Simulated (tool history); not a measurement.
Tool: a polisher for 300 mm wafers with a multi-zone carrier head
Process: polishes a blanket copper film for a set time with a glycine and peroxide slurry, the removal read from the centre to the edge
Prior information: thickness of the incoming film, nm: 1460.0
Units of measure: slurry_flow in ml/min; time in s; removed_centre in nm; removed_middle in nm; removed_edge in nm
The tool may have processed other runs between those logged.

run,day,slurry_flow,centre_zone,middle_zone,edge_zone,time,removed_centre,removed_middle,removed_edge
1,0.000,255,1.00,1.00,1.00,79,562.99,566.38,553.26
2,0.058,255,1.00,1.05,1.00,79,564.58,582.43,554.02
3,0.404,250,0.99,1.03,0.98,73,513.96,520.06,510.17
4,0.450,250,0.99,0.99,0.98,73,511.45,511.82,512.23
5,0.529,250,0.99,1.01,0.96,67,474.57,474.62,457.38
6,0.825,250,0.97,1.00,0.94,64,443.04,441.89,438.35
7,0.988,240,0.94,1.05,0.84,42,281.92,301.66,273.10
8,1.262,250,0.94,1.05,0.86,42,285.04,310.11,271.53
9,1.550,185,0.93,0.97,0.93,57,364.27,369.08,374.52
10,1.650,185,0.93,0.97,0.91,57,368.88,365.23,370.21
11,1.808,185,0.92,0.97,0.89,57,358.71,373.44,362.30
12,2.008,185,0.92,0.96,0.88,56,357.04,362.90,358.35

The next listed run, before its measurement:
13,2.321,185,0.92,0.96,0.87,55,?,?,?

{"run 13": {"removed_centre": 347.34, "removed_middle": 354.67, "removed_edge": 348.55}}
